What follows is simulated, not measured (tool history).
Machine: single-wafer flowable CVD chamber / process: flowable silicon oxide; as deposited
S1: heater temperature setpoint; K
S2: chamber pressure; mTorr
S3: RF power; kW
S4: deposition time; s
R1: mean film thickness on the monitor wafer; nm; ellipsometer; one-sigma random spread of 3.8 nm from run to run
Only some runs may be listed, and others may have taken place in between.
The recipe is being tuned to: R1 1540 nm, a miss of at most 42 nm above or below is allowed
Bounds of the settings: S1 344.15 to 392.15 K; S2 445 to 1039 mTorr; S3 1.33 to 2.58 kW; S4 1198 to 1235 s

{"run": 1, "hour": 0.0, "S1": 368.15, "S2": 742, "S3": 1.955, "S4": 1198, "R1": 737.59}
{"run": 2, "hour": 7.6, "S1": 361.15, "S2": 744, "S3": 1.955, "S4": 1198, "R1": 952.54}
{"run": 3, "hour": 11.6, "S1": 361.15, "S2": 790, "S3": 1.955, "S4": 1198, "R1": 1010.1}
{"run": 4, "hour": 12.8, "S1": 357.15, "S2": 791, "S3": 1.955, "S4": 1198, "R1": 1159.1}
{"run": 5, "hour": 18.1, "S1": 354.15, "S2": 792, "S3": 1.955, "S4": 1198, "R1": 1282.3}
{"run": 6, "hour": 20.2, "S1": 352.15, "S2": 792, "S3": 1.955, "S4": 1198, "R1": 1358.9}
{"run": 7, "hour": 26.7, "S1": 351.15, "S2": 792, "S3": 1.955, "S4": 1198, "R1": 1396.9}
{"run": 8, "hour": 29.9, "S1": 350.15, "S2": 792, "S3": 1.955, "S4": 1198, "R1": 1439.9}
{"run": 9, "hour": 31.8, "S1": 349.15, "S2": 792, "S3": 1.955, "S4": 1198, "R1": 1475.1}

5 candidate next runs follow, results not yet known. Just one meets every target within its allowed miss. Identify it.
{"run": "A", "hour": 33.7, "S1": 349.15, "S2": 743, "S3": 2.29, "S4": 1232, "R1": "?"}
{"run": "B", "hour": 33.7, "S1": 347.15, "S2": 743, "S3": 1.8, "S4": 1203, "R1": "?"}
{"run": "C", "hour": 33.7, "S1": 350.15, "S2": 859, "S3": 1.925, "S4": 1198, "R1": "?"}
{"run": "D", "hour": 33.7, "S1": 350.15, "S2": 806, "S3": 2, "S4": 1201, "R1": "?"}
{"run": "E", "hour": 33.7, "S1": 355.15, "S2": 928, "S3": 1.835, "S4": 1198, "R1": "?"}

move=A R1=1471.6
move=B R1=1449.2
move=C R1=1560.2
move=D R1=1481.3
move=E R1=1440.5
A: its largest miss is bigger than the last run's
B: its largest miss is bigger than the last run's
C: all results in spec
D: closes in on the targets versus the last run, not all within tolerance yet
E: its largest miss is bigger than the last run's
C meets every target.
